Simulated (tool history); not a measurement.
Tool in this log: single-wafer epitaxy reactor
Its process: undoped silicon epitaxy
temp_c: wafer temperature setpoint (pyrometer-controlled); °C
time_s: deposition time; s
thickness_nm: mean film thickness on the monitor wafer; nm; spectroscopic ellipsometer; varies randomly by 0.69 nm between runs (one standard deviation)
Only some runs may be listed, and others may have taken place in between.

run,day,temp_c,time_s,thickness_nm
1,0,665,374,87.462
2,0.296,672,374,101.65
3,0.55,677,376,115.33
4,0.621,673,376,104.35
5,0.704,673,354,99.945
6,1.05,677,358,109.3
7,1.262,680,362,118.58
8,1.479,682,364,124.48
9,1.812,684,365,131.17

Expected results for the next run?
10,2.133,685,365,?

Run 10 yielded thickness_nm 134.08 nm.
